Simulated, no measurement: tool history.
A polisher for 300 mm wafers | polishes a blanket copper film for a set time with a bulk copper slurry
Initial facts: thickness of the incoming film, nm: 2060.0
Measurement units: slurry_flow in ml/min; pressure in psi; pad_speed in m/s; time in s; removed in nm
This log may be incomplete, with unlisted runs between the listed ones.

run  hour  slurry_flow  pressure  pad_speed  slurry_solids  time  removed
  1   0.0          165       3.1       0.90            1.0    39   315.98
  2   4.4          150       3.1       0.90            1.0    39   311.11
  3   9.5          115       3.1       0.90            1.0    39   296.68
  4  13.1          115       2.7       0.90            1.0    39   266.31
  5  20.8          115       2.3       0.90            1.0    39   243.19
  6  29.4          115       1.8       0.90            1.0    39   212.00
  7  36.7          115       1.7       0.90            1.0    39   203.64

For run 8, what comes out?
  8  40.9          115       1.6       0.90            1.0    39        ?

{"run 8": {"removed": 198.81}}

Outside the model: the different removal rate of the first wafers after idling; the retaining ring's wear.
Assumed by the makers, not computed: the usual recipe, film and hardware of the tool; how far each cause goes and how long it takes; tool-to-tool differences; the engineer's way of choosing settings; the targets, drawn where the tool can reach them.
